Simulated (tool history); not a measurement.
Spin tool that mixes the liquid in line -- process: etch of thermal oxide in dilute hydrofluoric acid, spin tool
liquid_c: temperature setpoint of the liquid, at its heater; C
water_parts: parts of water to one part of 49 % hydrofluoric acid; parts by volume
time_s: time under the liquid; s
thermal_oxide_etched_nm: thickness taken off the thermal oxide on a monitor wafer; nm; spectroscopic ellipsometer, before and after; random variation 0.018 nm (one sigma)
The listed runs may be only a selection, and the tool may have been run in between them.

{"run": 1, "day": 0.0, "liquid_c": 26.0, "water_parts": 260, "time_s": 55, "thermal_oxide_etched_nm": 0.90139}
{"run": 2, "day": 0.125, "liquid_c": 28.0, "water_parts": 245, "time_s": 55, "thermal_oxide_etched_nm": 1.0298}
{"run": 3, "day": 0.492, "liquid_c": 28.0, "water_parts": 305, "time_s": 55, "thermal_oxide_etched_nm": 0.79473}
{"run": 4, "day": 0.517, "liquid_c": 28.0, "water_parts": 380, "time_s": 55, "thermal_oxide_etched_nm": 0.58932}
{"run": 5, "day": 0.779, "liquid_c": 28.0, "water_parts": 305, "time_s": 55, "thermal_oxide_etched_nm": 0.79701}
{"run": 6, "day": 0.892, "liquid_c": 29.5, "water_parts": 275, "time_s": 55, "thermal_oxide_etched_nm": 0.96904}

Expected results for the next run?
{"run": 7, "day": 1.071, "liquid_c": 30.5, "water_parts": 260, "time_s": 55, "thermal_oxide_etched_nm": "?"}

thermal_oxide_etched_nm: 1.04920 nm
